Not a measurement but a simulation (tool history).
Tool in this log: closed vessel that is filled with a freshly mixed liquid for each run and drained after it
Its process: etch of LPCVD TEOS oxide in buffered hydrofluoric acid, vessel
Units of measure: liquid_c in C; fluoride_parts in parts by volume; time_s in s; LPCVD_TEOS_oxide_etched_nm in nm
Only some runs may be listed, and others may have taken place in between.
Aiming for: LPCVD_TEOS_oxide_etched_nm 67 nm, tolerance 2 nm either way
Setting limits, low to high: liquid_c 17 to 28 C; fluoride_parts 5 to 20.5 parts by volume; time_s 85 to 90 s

run  hour  liquid_c  fluoride_parts  time_s  LPCVD_TEOS_oxide_etched_nm
  1     0        20            12.5      85                      92.674
  2     9      19.5              13      85                      86.029
  3  12.7      19.5            10.5      85                      106.26
  4  21.9        17            10.5      85                      93.214
  5  26.4        17              13      85                      75.105
  6  30.9        17              13      85                      75.619
  7  39.4        17            13.5      85                      72.418
  8  41.4        17              14      85                      69.853

Which of these 4 next moves meets every target?
  A  43.4      17.5              16      90                           ?
  B  43.4        17            14.5      90                           ?
  C  43.4      17.5              14      85                           ?
  D  43.4      18.5              17      85                           ?

move  LPCVD_TEOS_oxide_etched_nm
   A                      65.876
   B                      70.551
   C                      70.975
   D                       62.03
A: each result inside its tolerance
B: further off than the last run
C: further off than the last run
D: takes the result that was furthest off past its target
A is the move that brings every result within its allowed miss.
